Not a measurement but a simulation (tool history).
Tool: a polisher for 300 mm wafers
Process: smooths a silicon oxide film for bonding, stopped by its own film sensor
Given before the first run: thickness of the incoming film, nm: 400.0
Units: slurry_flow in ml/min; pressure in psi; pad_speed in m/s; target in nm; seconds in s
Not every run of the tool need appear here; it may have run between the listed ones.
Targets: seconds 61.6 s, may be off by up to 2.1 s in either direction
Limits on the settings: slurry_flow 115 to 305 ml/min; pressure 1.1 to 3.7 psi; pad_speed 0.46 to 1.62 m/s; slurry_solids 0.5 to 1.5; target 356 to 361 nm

run 1 hour=0 | slurry_flow=195 pressure=2.4 pad_speed=1.04 slurry_solids=1 target=356 | seconds=48.285
run 2 hour=2.6 | slurry_flow=195 pressure=2.3 pad_speed=1.04 slurry_solids=1 target=356 | seconds=50.617
run 3 hour=8.8 | slurry_flow=195 pressure=2.9 pad_speed=1.04 slurry_solids=1 target=356 | seconds=40.448
run 4 hour=11.4 | slurry_flow=195 pressure=3.4 pad_speed=1.04 slurry_solids=1 target=356 | seconds=34.4
run 5 hour=16.1 | slurry_flow=195 pressure=3.4 pad_speed=1.04 slurry_solids=1.2 target=356 | seconds=31.446
run 6 hour=18.8 | slurry_flow=195 pressure=3.4 pad_speed=1.26 slurry_solids=1.2 target=356 | seconds=27.476
run 7 hour=23.5 | slurry_flow=195 pressure=3.1 pad_speed=1.24 slurry_solids=1.2 target=356 | seconds=30.287
run 8 hour=29.4 | slurry_flow=185 pressure=2.5 pad_speed=1.12 slurry_solids=1.2 target=356 | seconds=40.499
run 9 hour=33.3 | slurry_flow=185 pressure=2.3 pad_speed=1.12 slurry_solids=1.2 target=356 | seconds=43.704
run 10 hour=40.2 | slurry_flow=185 pressure=2.2 pad_speed=1.12 slurry_solids=1.2 target=356 | seconds=45.812
run 11 hour=40.9 | slurry_flow=185 pressure=2.1 pad_speed=1.12 slurry_solids=1.2 target=356 | seconds=48.596
run 12 hour=42.9 | slurry_flow=185 pressure=2 pad_speed=1.12 slurry_solids=1.2 target=356 | seconds=51.521
run 13 hour=50.6 | slurry_flow=185 pressure=1.9 pad_speed=1.12 slurry_solids=1.2 target=356 | seconds=53.501
run 14 hour=55.9 | slurry_flow=185 pressure=1.7 pad_speed=1.12 slurry_solids=1.2 target=356 | seconds=58.413

Below are 4 possible settings for the next run. Only one of them brings all results inside the allowed miss of their targets. Which is it?
run A hour=61.2 | slurry_flow=170 pressure=1.6 pad_speed=1.06 slurry_solids=1.2 target=356 | seconds=?
run B hour=61.2 | slurry_flow=210 pressure=1.8 pad_speed=0.96 slurry_solids=1.35 target=358 | seconds=?
run C hour=61.2 | slurry_flow=115 pressure=1.4 pad_speed=1.2 slurry_solids=1.5 target=360 | seconds=?
run D hour=61.2 | slurry_flow=180 pressure=1.7 pad_speed=1.12 slurry_solids=1.25 target=357 | seconds=?

move=A seconds=65.387
move=B seconds=55.781
move=C seconds=60.095
move=D seconds=56.212
A: carries the result that was furthest off beyond its target, to the other side
B: its largest miss is bigger than the last run's
C: each result inside its tolerance
D: its largest miss is bigger than the last run's
Answer: C

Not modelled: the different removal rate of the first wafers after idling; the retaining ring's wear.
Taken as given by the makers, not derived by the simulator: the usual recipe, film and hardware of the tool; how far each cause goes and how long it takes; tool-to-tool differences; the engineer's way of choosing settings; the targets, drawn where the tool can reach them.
